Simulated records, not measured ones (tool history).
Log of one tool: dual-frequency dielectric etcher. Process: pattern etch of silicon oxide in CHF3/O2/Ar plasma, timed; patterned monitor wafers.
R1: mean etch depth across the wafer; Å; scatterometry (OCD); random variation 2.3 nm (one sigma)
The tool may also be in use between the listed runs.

run 1 hour=0 | source_power_(W)=710 bias_power_(W)=157 etch_time_(s)=252 | R1=5038.7
run 2 hour=3.4 | source_power_(W)=710 bias_power_(W)=130 etch_time_(s)=252 | R1=4741.1
run 3 hour=9.3 | source_power_(W)=800 bias_power_(W)=135 etch_time_(s)=252 | R1=5132.4
run 4 hour=10.5 | source_power_(W)=800 bias_power_(W)=108 etch_time_(s)=252 | R1=4786.2
run 5 hour=14.2 | source_power_(W)=690 bias_power_(W)=108 etch_time_(s)=252 | R1=4465.3
run 6 hour=19.6 | source_power_(W)=790 bias_power_(W)=115 etch_time_(s)=252 | R1=4839.1

Forecast run 7:
run 7 hour=28.1 | source_power_(W)=860 bias_power_(W)=119 etch_time_(s)=252 | R1=?

{"run 7": {"R1": 5133}}

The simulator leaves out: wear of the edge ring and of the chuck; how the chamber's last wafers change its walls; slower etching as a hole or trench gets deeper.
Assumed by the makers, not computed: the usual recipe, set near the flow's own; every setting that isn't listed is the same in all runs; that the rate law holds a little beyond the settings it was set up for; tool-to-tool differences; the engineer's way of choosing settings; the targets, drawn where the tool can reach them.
